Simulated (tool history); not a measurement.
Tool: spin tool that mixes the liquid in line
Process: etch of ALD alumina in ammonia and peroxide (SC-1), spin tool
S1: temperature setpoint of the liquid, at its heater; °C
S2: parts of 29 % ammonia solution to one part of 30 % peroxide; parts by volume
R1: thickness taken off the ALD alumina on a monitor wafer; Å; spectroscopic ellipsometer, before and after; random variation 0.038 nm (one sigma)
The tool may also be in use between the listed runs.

Run 1, hour 0.0: S1 60.0 °C, S2 0.6 parts by volume, time under the liquid (s) 190. Result: R1 143.250 Å.
Run 2, hour 8.2: S1 65.0 °C, S2 0.6 parts by volume, time under the liquid (s) 190. Result: R1 182.520 Å.
Run 3, hour 16.3: S1 65.0 °C, S2 0.6 parts by volume, time under the liquid (s) 190. Result: R1 183.390 Å.
Run 4, hour 19.1: S1 58.0 °C, S2 0.6 parts by volume, time under the liquid (s) 190. Result: R1 128.950 Å.
Run 5, hour 20.0: S1 54.5 °C, S2 0.6 parts by volume, time under the liquid (s) 190. Result: R1 107.360 Å.
Run 6, hour 28.3: S1 52.0 °C, S2 0.6 parts by volume, time under the liquid (s) 190. Result: R1 93.976 Å.

The next listed run, before its measurement:
Run 7, hour 29.7: S1 50.5 °C, S2 0.6 parts by volume, time under the liquid (s) 190. Result: R1 ?.

Run 7 gave R1 86.276 Å.
